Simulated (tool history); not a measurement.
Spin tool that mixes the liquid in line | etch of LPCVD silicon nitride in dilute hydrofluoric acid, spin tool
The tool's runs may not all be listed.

| run | hour | temperature setpoint of the liquid (K) | parts of water to one part of 49 % hydrofluoric acid (parts by volume) | time under the liquid (s) | thickness taken off the LPCVD silicon nitride on a monitor wafer (angstrom) |
|---|---|---|---|---|---|
| 1 | 0.0 | 294.15 | 45 | 265 | 19.449 |
| 2 | 4.0 | 293.65 | 45 | 265 | 18.173 |
| 3 | 12.0 | 293.15 | 45 | 265 | 17.567 |
| 4 | 15.2 | 292.65 | 45 | 265 | 16.867 |
| 5 | 16.2 | 292.15 | 45 | 265 | 16.495 |
| 6 | 20.8 | 292.15 | 50 | 265 | 14.748 |

The next listed run, before its measurement:
|  | 25.8 | thermometer replaced |
| 7 | 25.8 | 291.65 | 50 | 265 | ? |

{"run 7": {"thickness taken off the LPCVD silicon nitride on a monitor wafer (angstrom)": 17.09}}

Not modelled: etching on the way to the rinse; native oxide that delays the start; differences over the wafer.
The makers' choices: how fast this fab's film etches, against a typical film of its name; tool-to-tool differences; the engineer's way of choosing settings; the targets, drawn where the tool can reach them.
